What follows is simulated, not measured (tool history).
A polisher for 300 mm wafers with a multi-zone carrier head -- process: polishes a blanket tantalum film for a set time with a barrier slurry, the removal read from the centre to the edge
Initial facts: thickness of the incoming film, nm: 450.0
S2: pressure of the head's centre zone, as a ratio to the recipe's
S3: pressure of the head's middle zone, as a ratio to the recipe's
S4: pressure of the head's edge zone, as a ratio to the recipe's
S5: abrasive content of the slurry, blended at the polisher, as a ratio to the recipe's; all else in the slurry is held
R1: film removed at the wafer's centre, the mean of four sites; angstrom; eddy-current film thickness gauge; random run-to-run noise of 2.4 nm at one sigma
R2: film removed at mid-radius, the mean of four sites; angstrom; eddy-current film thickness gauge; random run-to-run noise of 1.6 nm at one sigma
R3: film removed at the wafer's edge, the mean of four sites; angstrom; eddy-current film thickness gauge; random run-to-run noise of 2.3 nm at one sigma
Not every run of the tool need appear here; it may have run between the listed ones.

Run 1, hour 0.0: flow of slurry (ml/min) 275, S2 1.00, S3 1.00, S4 1.00, S5 1.00, polishing time (s) 82. Result: R1 1166.70 angstrom, R2 1145.20 angstrom, R3 1179.30 angstrom.
Run 2, hour 5.0: flow of slurry (ml/min) 275, S2 1.00, S3 1.00, S4 1.00, S5 0.85, polishing time (s) 82. Result: R1 1091.30 angstrom, R2 1117.00 angstrom, R3 1116.30 angstrom.
Run 3, hour 8.3: flow of slurry (ml/min) 275, S2 1.00, S3 1.00, S4 1.00, S5 0.85, polishing time (s) 65. Result: R1 859.03 angstrom, R2 873.23 angstrom, R3 883.87 angstrom.
Run 4, hour 12.9: flow of slurry (ml/min) 275, S2 1.00, S3 1.00, S4 0.93, S5 0.85, polishing time (s) 65. Result: R1 851.82 angstrom, R2 870.99 angstrom, R3 866.38 angstrom.
Run 5, hour 20.7: flow of slurry (ml/min) 275, S2 1.00, S3 1.00, S4 0.93, S5 0.65, polishing time (s) 65. Result: R1 813.89 angstrom, R2 807.42 angstrom, R3 791.40 angstrom.
Run 6, hour 26.2: flow of slurry (ml/min) 275, S2 1.00, S3 0.99, S4 0.96, S5 0.80, polishing time (s) 71. Result: R1 940.21 angstrom, R2 945.18 angstrom, R3 942.69 angstrom.
Run 7, hour 27.0: flow of slurry (ml/min) 280, S2 0.99, S3 0.97, S4 0.98, S5 0.90, polishing time (s) 76. Result: R1 1031.00 angstrom, R2 993.56 angstrom, R3 1043.60 angstrom.
Run 8, hour 30.1: flow of slurry (ml/min) 280, S2 0.98, S3 0.97, S4 1.00, S5 1.00, polishing time (s) 81. Result: R1 1092.90 angstrom, R2 1128.70 angstrom, R3 1162.90 angstrom.
Run 9, hour 34.4: flow of slurry (ml/min) 280, S2 0.98, S3 0.95, S4 1.02, S5 1.10, polishing time (s) 85. Result: R1 1158.50 angstrom, R2 1168.20 angstrom, R3 1248.90 angstrom.
Run 10, hour 39.8: flow of slurry (ml/min) 275, S2 0.98, S3 0.94, S4 1.04, S5 1.15, polishing time (s) 89. Result: R1 1258.20 angstrom, R2 1239.40 angstrom, R3 1312.20 angstrom.
Run 11, hour 43.6: flow of slurry (ml/min) 295, S2 0.97, S3 0.92, S4 1.06, S5 1.20, polishing time (s) 92. Result: R1 1358.40 angstrom, R2 1284.20 angstrom, R3 1396.10 angstrom.
Run 12, hour 44.9: flow of slurry (ml/min) 280, S2 0.96, S3 0.91, S4 1.07, S5 1.25, polishing time (s) 96. Result: R1 1319.10 angstrom, R2 1332.60 angstrom, R3 1469.50 angstrom.
Run 13, hour 48.4: flow of slurry (ml/min) 345, S2 1.04, S3 0.89, S4 1.17, S5 1.50, polishing time (s) 113. Result: R1 1842.00 angstrom, R2 1615.80 angstrom, R3 1891.60 angstrom.
Run 14, hour 50.0: flow of slurry (ml/min) 345, S2 1.03, S3 0.89, S4 1.17, S5 1.50, polishing time (s) 113. Result: R1 1857.00 angstrom, R2 1612.60 angstrom, R3 1936.80 angstrom.
At hour 53.1: worn pad replaced by a new one.
Run 15, hour 53.1: flow of slurry (ml/min) 345, S2 1.02, S3 0.90, S4 1.17, S5 1.50, polishing time (s) 113. Result: R1 2010.90 angstrom, R2 1792.00 angstrom, R3 2164.00 angstrom.
Run 16, hour 62.1: flow of slurry (ml/min) 325, S2 1.01, S3 0.90, S4 1.16, S5 1.50, polishing time (s) 113. Result: R1 2013.80 angstrom, R2 1849.70 angstrom, R3 2102.90 angstrom.

Forecast run 17:
Run 17, hour 70.1: flow of slurry (ml/min) 325, S2 1.01, S3 0.90, S4 1.16, S5 1.50, polishing time (s) 113. Result: R1 ?, R2 ?, R3 ?.

R1: 1938.70 angstrom
R2: 1814.00 angstrom
R3: 2182.40 angstrom
